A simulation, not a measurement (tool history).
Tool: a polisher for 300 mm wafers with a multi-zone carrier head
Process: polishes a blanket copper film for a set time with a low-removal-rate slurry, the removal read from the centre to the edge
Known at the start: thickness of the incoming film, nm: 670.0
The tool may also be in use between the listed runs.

run  hour  flow of slurry (ml/min)  pressure of the head's centre zone  pressure of the head's middle zone  pressure of the head's edge zone  abrasive content of the slurry  polishing time (s)  film removed at the wafer's centre (Å)  film removed at mid-radius (Å)  film removed at the wafer's edge (Å)
  1     0                      315                                   1                                   1                                 1                               1                  57                                  1044.9                          1011.5                                1034.8
  2   4.4                      315                                   1                                   1                                 1                               1                  43                                  794.46                          763.36                                787.81
  3   5.9                      315                                0.94                                   1                                 1                               1                  43                                  758.16                          775.69                                790.48
  4  14.7                      315                                0.94                                   1                              0.92                               1                  43                                  771.68                          768.43                                 757.5
  5  17.3                      330                                0.96                                1.02                              0.94                            1.05                  43                                  783.35                             812                                767.59
  6  20.4                      265                                0.96                                1.02                              0.94                            1.05                  43                                  768.34                          762.29                                758.79
  7  21.3                      300                                0.97                                1.02                              0.96                             1.1                  43                                  794.78                          806.89                                 780.3
  8  27.4                      320                                0.98                                1.02                              0.98                             1.1                  43                                  791.26                          804.12                                795.18

What does the tool deliver on the next run?
  9  34.1                      340                                   1                                1.02                              0.99                             1.1                  43                                       ?                               ?                                     ?

film removed at the wafer's centre (Å): 809.67
film removed at mid-radius (Å): 803.27
film removed at the wafer's edge (Å): 800.1
